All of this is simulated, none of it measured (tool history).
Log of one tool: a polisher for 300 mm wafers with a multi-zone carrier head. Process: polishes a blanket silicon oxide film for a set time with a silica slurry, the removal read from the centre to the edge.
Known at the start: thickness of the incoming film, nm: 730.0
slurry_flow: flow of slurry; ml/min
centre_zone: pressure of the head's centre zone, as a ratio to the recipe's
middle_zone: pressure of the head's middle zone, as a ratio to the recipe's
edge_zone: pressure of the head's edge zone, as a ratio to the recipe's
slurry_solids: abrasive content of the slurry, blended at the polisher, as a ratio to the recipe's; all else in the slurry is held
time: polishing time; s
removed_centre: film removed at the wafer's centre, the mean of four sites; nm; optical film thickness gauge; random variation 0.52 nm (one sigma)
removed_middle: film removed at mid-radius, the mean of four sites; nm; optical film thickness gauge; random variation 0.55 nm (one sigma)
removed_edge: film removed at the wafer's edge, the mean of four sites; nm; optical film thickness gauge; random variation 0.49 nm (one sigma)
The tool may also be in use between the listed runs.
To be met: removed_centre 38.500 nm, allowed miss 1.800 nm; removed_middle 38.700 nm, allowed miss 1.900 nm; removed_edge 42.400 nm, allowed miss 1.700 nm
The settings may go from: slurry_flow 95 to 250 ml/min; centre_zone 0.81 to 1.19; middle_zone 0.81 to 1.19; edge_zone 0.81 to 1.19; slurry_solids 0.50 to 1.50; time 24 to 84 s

run	hour	slurry_flow	centre_zone	middle_zone	edge_zone	slurry_solids	time	removed_centre	removed_middle	removed_edge
1	0.0	160	1.00	1.00	1.00	1.00	54	94.753	93.290	92.955
2	3.9	160	1.00	1.00	1.07	1.00	54	92.907	91.228	97.297
3	12.9	160	1.00	1.00	1.02	1.00	54	96.348	92.423	93.941
4	20.2	150	0.96	0.97	1.01	0.85	46	69.438	69.291	72.972
5	27.2	180	0.96	0.97	1.01	0.85	46	70.443	69.500	73.896
6	28.1	200	0.96	0.97	1.01	0.85	46	72.130	72.024	73.902
7	31.4	200	0.93	0.94	0.98	0.75	42	58.514	59.167	61.487
8	36.8	200	0.91	0.91	0.95	0.70	41	52.995	53.029	56.484
9	45.1	200	0.91	0.91	0.95	0.70	41	53.075	54.003	55.877
10	49.8	200	0.91	0.91	0.95	0.70	41	53.267	52.712	56.680
11	52.0	200	0.89	0.89	0.92	0.65	40	47.396	47.569	50.145
12	55.3	190	0.87	0.87	0.90	0.65	40	45.445	47.722	50.934
13	60.0	190	0.87	0.86	0.89	0.60	39	41.584	42.266	45.117
14	62.4	180	0.87	0.85	0.88	0.60	39	41.603	40.733	44.937
15	70.9	165	0.83	0.86	0.83	0.50	39	32.443	33.308	36.678
16	72.6	175	0.84	0.85	0.84	0.50	39	33.239	34.232	36.438
17	76.6	180	0.85	0.85	0.87	0.50	39	33.927	34.668	38.197
18	85.6	190	0.86	0.85	0.88	0.50	39	34.948	34.356	38.201
19	90.9	195	0.86	0.87	0.90	0.50	39	34.592	34.777	39.007
20	96.5	200	0.86	0.87	0.91	0.50	39	35.587	35.242	38.664

Which of these 5 next moves meets every target?
A	102.1	250	1.08	1.00	0.81	0.60	29	?	?	?
B	102.1	240	0.91	1.00	0.87	0.65	33	?	?	?
C	102.1	215	0.87	0.88	0.94	0.50	42	?	?	?
D	102.1	200	0.91	0.94	0.81	0.50	45	?	?	?
E	102.1	175	0.87	1.03	0.89	0.60	37	?	?	?

move	removed_centre	removed_middle	removed_edge
A	39.799	36.152	34.792
B	40.648	43.941	43.381
C	37.744	38.470	43.699
D	41.836	43.081	44.000
E	38.539	44.948	44.140
A: further off than the last run
B: brings the result that was furthest off to its target, and leaves another outside
C: meets every target
D: brings the result that was furthest off to its target, and leaves another outside
E: takes the result that was furthest off past its target
Move C is the one to make.
